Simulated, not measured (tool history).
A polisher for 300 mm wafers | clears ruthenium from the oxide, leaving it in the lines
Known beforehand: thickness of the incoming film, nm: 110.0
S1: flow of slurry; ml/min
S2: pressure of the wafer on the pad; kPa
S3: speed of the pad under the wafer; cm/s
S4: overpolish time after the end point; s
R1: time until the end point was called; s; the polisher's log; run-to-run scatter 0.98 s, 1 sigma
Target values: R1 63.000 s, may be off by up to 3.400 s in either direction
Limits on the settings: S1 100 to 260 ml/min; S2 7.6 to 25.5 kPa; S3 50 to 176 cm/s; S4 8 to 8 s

run	day	S1	S2	S3	S4	R1
1	0.000	165	16.5	112	8	84.587
2	0.304	165	17.2	112	8	81.944
3	0.646	165	17.9	112	8	81.798
4	0.833	165	20.7	112	8	66.823
5	0.925	165	20.7	136	8	56.779
6	1.029	165	20.7	162	8	46.739
7	1.217	165	20.0	162	8	51.333
8	1.450	165	19.3	162	8	50.943
9	1.662	160	15.2	156	8	67.847

Exercise: of the 5 proposed moves below, exactly one satisfies all targets within the stated allowed misses. Which move is it?
A	1.875	175	14.5	154	8	?
B	1.875	145	16.5	176	8	?
C	1.875	160	17.2	176	8	?
D	1.875	140	13.8	164	8	?
E	1.875	165	17.9	140	8	?

move	R1
A	71.134
B	56.739
C	53.527
D	73.053
E	64.106
A: further off than the last run
B: moves the result that the last run missed by most past its target, out the other side
C: moves the result that the last run missed by most past its target, out the other side
D: further off than the last run
E: every result lands within tolerance
Answer: E
